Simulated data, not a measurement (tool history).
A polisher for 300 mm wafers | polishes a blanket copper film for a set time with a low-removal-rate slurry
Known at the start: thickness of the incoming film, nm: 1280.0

| run | day | flow of slurry (ml/min) | pressure of the wafer on the pad (kPa) | speed of the pad under the wafer (m/s) | abrasive content of the slurry | polishing time (s) | film removed (Å) |
|---|---|---|---|---|---|---|---|
| 1 | 0 | 260 | 22.1 | 0.88 | 1 | 26 | 685.68 |
| 2 | 0.121 | 260 | 17.2 | 0.88 | 1 | 26 | 534.02 |
| 3 | 0.467 | 260 | 19.3 | 0.88 | 1 | 26 | 593.89 |
| 4 | 0.754 | 260 | 19.3 | 0.88 | 0.95 | 26 | 579.71 |
| 5 | 0.971 | 260 | 21.4 | 0.88 | 0.95 | 26 | 663.09 |
| 6 | 1.092 | 260 | 22.8 | 0.88 | 0.95 | 26 | 684.45 |
| 7 | 1.133 | 260 | 24.1 | 0.88 | 0.95 | 26 | 727.07 |
| 8 | 1.246 | 260 | 24.8 | 0.88 | 0.95 | 26 | 765.93 |
| 9 | 1.558 | 260 | 25.5 | 0.88 | 0.95 | 26 | 782.55 |

Forecast run 10:
| 10 | 1.75 | 260 | 26.2 | 0.88 | 0.95 | 26 | ? |

Run 10 gave film removed (Å) 801.62.
